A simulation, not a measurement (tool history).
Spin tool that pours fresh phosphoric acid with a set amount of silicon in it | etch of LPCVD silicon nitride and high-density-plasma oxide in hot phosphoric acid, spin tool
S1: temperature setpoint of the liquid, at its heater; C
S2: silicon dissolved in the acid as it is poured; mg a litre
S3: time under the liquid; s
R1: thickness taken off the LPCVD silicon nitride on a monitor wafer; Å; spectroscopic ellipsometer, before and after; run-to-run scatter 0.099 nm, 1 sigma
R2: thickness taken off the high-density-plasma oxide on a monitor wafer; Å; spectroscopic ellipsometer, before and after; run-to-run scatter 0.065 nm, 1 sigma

{"run": 1, "day": 0.0, "S1": 159, "S2": 10.5, "S3": 180, "R1": 152.54, "R2": 7.501}
{"run": 2, "day": 0.108, "S1": 159.5, "S2": 10.5, "S3": 190, "R1": 163.15, "R2": 7.8076}
{"run": 3, "day": 0.429, "S1": 160, "S2": 9.5, "S3": 195, "R1": 171.02, "R2": 8.2513}
{"run": 4, "day": 0.75, "S1": 160, "S2": 5, "S3": 195, "R1": 170.38, "R2": 10.504}
{"run": 5, "day": 1.079, "S1": 161.5, "S2": 5, "S3": 195, "R1": 180.12, "R2": 11.323}
{"run": 6, "day": 1.179, "S1": 162.5, "S2": 5, "S3": 195, "R1": 184.84, "R2": 11.46}
{"run": 7, "day": 1.217, "S1": 162.5, "S2": 5, "S3": 200, "R1": 189.93, "R2": 11.539}
{"run": 8, "day": 1.362, "S1": 163.5, "S2": 9, "S3": 255, "R1": 251.95, "R2": 14.983}

Predict the results of run 9:
{"run": 9, "day": 1.629, "S1": 163.5, "S2": 9.5, "S3": 255, "R1": "?", "R2": "?"}

Logged for run 9: R1 250.35 Å, R2 14.167 Å.
